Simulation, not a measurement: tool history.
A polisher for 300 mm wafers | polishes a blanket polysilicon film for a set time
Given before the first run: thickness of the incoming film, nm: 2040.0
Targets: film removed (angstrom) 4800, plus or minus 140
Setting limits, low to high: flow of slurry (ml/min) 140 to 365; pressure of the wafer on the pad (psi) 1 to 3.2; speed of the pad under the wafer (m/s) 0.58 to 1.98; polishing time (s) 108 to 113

run  hour  flow of slurry (ml/min)  pressure of the wafer on the pad (psi)  speed of the pad under the wafer (m/s)  polishing time (s)  film removed (angstrom)
  1     0                      235                                     2.1                                    1.28                 108                   8770.9
  2   1.8                      235                                     2.1                                    1.28                 113                   9153.8
  3  10.6                      235                                     1.8                                    1.24                 113                   7814.8
  4    19                      235                                       2                                    1.24                 113                   8597.3
  5  24.5                      235                                       2                                    1.06                 113                   7284.3
  6  27.5                      235                                     2.5                                    1.06                 113                   8759.2
  7  30.9                      235                                     2.2                                    1.06                 113                   7901.3
  8  32.9                      235                                     1.9                                    1.06                 113                   7030.7
  9    34                      235                                     1.7                                    1.06                 113                     6377
 10  40.4                      235                                     1.6                                    1.06                 113                   5989.4
 11  46.5                      235                                     1.5                                    1.06                 113                   5817.9
 12  50.4                      235                                     1.4                                    1.06                 113                   5497.1
 13  51.7                      225                                     1.1                                    1.06                 113                     4520
 14  59.6                      230                                     1.1                                    1.06                 113                   4534.2

Consider the 4 candidate settings below. Which is the only one whose results all fall within their allowed miss of target?
  A  67.5                      240                                       1                                     1.1                 110                        ?
  B  67.5                      240                                     1.1                                       1                 112                        ?
  C  67.5                      205                                     1.1                                    1.16                 112                        ?
  D  67.5                      235                                       1                                    1.08                 110                        ?

move  film removed (angstrom)
   A                     4267
   B                   4255.2
   C                     4826
   D                     4183
A: further off than the last run
B: further off than the last run
C: meets every target
D: further off than the last run
Move C is the one to make.
